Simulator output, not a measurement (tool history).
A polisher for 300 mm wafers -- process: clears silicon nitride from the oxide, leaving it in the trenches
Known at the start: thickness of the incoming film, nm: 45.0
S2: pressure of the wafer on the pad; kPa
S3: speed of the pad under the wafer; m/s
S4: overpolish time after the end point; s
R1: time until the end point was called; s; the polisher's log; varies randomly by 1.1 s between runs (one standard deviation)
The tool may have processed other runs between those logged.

{"run": 1, "hour": 0.0, "flow of slurry (ml/min)": 300, "S2": 11.7, "S3": 0.82, "S4": 5, "R1": 90.309}
{"run": 2, "hour": 3.3, "flow of slurry (ml/min)": 225, "S2": 11.7, "S3": 0.82, "S4": 5, "R1": 93.273}
{"run": 3, "hour": 6.4, "flow of slurry (ml/min)": 225, "S2": 11.7, "S3": 0.9, "S4": 5, "R1": 85.657}
{"run": 4, "hour": 12.4, "flow of slurry (ml/min)": 225, "S2": 11.7, "S3": 0.9, "S4": 4, "R1": 84.741}
{"run": 5, "hour": 20.9, "flow of slurry (ml/min)": 185, "S2": 11.7, "S3": 0.9, "S4": 4, "R1": 87.724}
{"run": 6, "hour": 22.1, "flow of slurry (ml/min)": 185, "S2": 11, "S3": 0.9, "S4": 4, "R1": 91.145}

Run 7, settings as shown, results not yet in. Your forecast:
{"run": 7, "hour": 28.7, "flow of slurry (ml/min)": 185, "S2": 9, "S3": 0.9, "S4": 4, "R1": "?"}

{"run 7": {"R1": 102.95}}

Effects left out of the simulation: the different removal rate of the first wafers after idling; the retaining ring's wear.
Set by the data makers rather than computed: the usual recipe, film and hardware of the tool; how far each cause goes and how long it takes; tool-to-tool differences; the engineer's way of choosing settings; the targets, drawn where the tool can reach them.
